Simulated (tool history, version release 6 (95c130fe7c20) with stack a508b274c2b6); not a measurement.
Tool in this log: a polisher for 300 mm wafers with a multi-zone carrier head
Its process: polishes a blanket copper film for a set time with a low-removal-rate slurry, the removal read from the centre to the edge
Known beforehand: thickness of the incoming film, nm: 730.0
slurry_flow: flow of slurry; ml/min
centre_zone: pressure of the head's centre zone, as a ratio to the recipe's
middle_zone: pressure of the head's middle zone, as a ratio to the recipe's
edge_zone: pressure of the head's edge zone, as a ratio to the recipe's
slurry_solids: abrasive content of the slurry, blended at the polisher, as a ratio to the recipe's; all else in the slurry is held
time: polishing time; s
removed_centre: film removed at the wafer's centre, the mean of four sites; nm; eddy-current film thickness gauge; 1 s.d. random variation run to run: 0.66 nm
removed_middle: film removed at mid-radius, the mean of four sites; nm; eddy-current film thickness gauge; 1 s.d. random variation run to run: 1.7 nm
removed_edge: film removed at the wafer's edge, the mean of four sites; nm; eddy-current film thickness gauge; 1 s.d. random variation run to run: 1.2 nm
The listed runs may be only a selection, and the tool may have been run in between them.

run    day  slurry_flow  centre_zone  middle_zone  edge_zone  slurry_solids  time  removed_centre  removed_middle  removed_edge
  1      0          165            1            1          1              1    43          135.28          142.82         139.6
  2  0.171          165         1.08            1          1              1    43          146.74          143.22        139.73
  3  0.433          155         1.02         1.02       1.01            0.9    42          132.35          135.98        135.25
  4  0.725          155         1.02         1.02       0.96            0.9    42          130.75          137.16        134.75
  5  1.021          155         0.98         1.05       0.95           0.85    40             122             134         124.6
  6  1.167          140         0.94         1.07       1.01           0.85    38          106.39          127.75        117.19
  7  1.388          130         0.91         1.06       1.02           0.85    38          102.89          127.56        120.98
  8  1.658          125         0.89         1.06       1.02            0.8    37          95.849          118.55        116.06
  9  1.729          125         0.87         1.07       1.02           0.75    37          93.185          118.73        113.17

Run 10 comes next. What will it give?
 10    2          120         0.86         1.07       1.02           0.75    37               ?               ?             ?

removed_centre: 90.357 nm
removed_middle: 119.68 nm
removed_edge: 111.08 nm
